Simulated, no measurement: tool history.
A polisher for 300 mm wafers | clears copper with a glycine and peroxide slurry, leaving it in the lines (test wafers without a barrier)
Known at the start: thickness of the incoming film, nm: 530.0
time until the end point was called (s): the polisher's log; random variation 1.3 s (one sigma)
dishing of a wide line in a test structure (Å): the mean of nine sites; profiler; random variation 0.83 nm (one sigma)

| run | hour | flow of slurry (ml/min) | pressure of the wafer on the pad (psi) | speed of the pad under the wafer (m/s) | overpolish time after the end point (s) | time until the end point was called (s) | dishing of a wide line in a test structure (Å) |
|---|---|---|---|---|---|---|---|
| 1 | 0 | 150 | 2.5 | 0.9 | 12 | 109.74 | 330.51 |
| 2 | 1.4 | 150 | 2.8 | 0.92 | 12 | 93.866 | 373.95 |
| 3 | 2.9 | 150 | 2.5 | 0.92 | 12 | 103.49 | 347.4 |
| 4 | 9.4 | 150 | 2.7 | 0.94 | 12 | 95.885 | 364.54 |
| 5 | 11.1 | 150 | 2.9 | 0.94 | 12 | 91.027 | 386.08 |
| 6 | 14.7 | 150 | 2.9 | 0.94 | 16 | 91.47 | 461.35 |
| 7 | 17.3 | 150 | 3 | 0.94 | 15 | 85.747 | 452.75 |
|  | 25.1 | worn pad replaced by a new one |
| 8 | 25.1 | 150 | 3.1 | 0.94 | 14 | 82.609 | 463.61 |

The next listed run, before its measurement:
| 9 | 33.9 | 155 | 3.4 | 0.98 | 10 | ? | ? |

Run 9 gave time until the end point was called (s) 71.095, dishing of a wide line in a test structure (Å) 398.78.
